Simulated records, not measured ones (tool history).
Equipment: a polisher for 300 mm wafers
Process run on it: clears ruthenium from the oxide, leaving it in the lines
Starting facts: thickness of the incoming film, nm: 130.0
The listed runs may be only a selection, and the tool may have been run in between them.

| run | hour | flow of slurry (ml/min) | pressure of the wafer on the pad (kPa) | speed of the pad under the wafer (cm/s) | overpolish time after the end point (s) | time until the end point was called (s) |
|---|---|---|---|---|---|---|
| 1 | 0.0 | 165 | 12.4 | 114 | 8 | 98.975 |
| 2 | 6.8 | 165 | 12.4 | 94 | 8 | 118.500 |
| 3 | 14.4 | 170 | 13.8 | 96 | 8 | 106.180 |
| 4 | 21.5 | 170 | 16.5 | 96 | 8 | 88.418 |
| 5 | 29.5 | 170 | 15.2 | 96 | 8 | 95.663 |
| 6 | 33.5 | 175 | 15.9 | 100 | 8 | 88.286 |
| 7 | 40.4 | 180 | 16.5 | 102 | 8 | 83.152 |
| 8 | 47.6 | 180 | 17.2 | 106 | 8 | 77.147 |

What will run 9 give?
| 9 | 50.5 | 180 | 17.9 | 108 | 8 | ? |

time until the end point was called (s): 72.239

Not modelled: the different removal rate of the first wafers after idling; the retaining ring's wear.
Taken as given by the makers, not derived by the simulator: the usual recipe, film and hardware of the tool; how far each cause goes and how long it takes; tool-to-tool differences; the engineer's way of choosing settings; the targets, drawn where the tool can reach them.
